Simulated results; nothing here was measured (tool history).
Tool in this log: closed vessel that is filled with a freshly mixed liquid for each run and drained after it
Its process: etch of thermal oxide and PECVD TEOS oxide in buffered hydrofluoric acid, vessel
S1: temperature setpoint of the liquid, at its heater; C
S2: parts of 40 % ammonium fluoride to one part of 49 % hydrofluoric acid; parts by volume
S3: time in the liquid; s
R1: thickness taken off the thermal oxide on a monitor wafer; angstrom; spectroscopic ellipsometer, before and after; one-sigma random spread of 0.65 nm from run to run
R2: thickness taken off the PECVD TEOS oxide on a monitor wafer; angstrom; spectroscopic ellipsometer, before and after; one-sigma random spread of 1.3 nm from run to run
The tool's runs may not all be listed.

run    day    S1   S2  S3      R1      R2
  1      0    23  7.5  60  871.59    2200
  2  0.308    25  7.5  60   969.4  2471.8
  3  0.371  23.5  7.5  60  896.02  2260.1
  4  0.483  25.5  7.5  60  1002.7  2528.6
  5  0.667  22.5  7.5  60  842.58  2157.8
  6  0.821  22.5  7.5  50  708.79  1807.2
  7  0.975  26.5    6  50  1081.2  2747.1
  8  1.071  27.5    6  50  1129.7  2889.9

Run 9, settings as shown, results not yet in. Your forecast:
  9  1.15  28.5   6  50   ?   ?

{"run 9": {"R1": 1192.3, "R2": 3048}}
